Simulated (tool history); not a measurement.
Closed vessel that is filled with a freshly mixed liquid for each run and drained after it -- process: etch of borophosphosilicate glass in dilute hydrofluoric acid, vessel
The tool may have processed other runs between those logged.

| run | day | temperature setpoint of the liquid (C) | parts of water to one part of 49 % hydrofluoric acid (parts by volume) | time in the liquid (s) | thickness taken off the borophosphosilicate glass on a monitor wafer (Å) |
|---|---|---|---|---|---|
| 1 | 0 | 24 | 100 | 145 | 452.77 |
| 2 | 0.296 | 25 | 90 | 145 | 526.79 |
| 3 | 0.4 | 27.5 | 90 | 145 | 588.06 |
| 4 | 0.554 | 27.5 | 60 | 145 | 916.56 |
| 5 | 0.829 | 28 | 60 | 145 | 932.62 |
| 6 | 1.167 | 28 | 90 | 145 | 601.74 |
| 7 | 1.271 | 28.5 | 85 | 145 | 650.6 |
| 8 | 1.421 | 28.5 | 85 | 145 | 648.7 |
| 9 | 1.729 | 29 | 80 | 145 | 711.25 |
| 10 | 1.812 | 29.5 | 75 | 145 | 781.68 |
| 11 | 1.908 | 30 | 70 | 145 | 852.82 |

Expected results for the next run?
| 12 | 2.175 | 30.5 | 70 | 145 | ? |

{"run 12": {"thickness taken off the borophosphosilicate glass on a monitor wafer (Å)": 870.24}}

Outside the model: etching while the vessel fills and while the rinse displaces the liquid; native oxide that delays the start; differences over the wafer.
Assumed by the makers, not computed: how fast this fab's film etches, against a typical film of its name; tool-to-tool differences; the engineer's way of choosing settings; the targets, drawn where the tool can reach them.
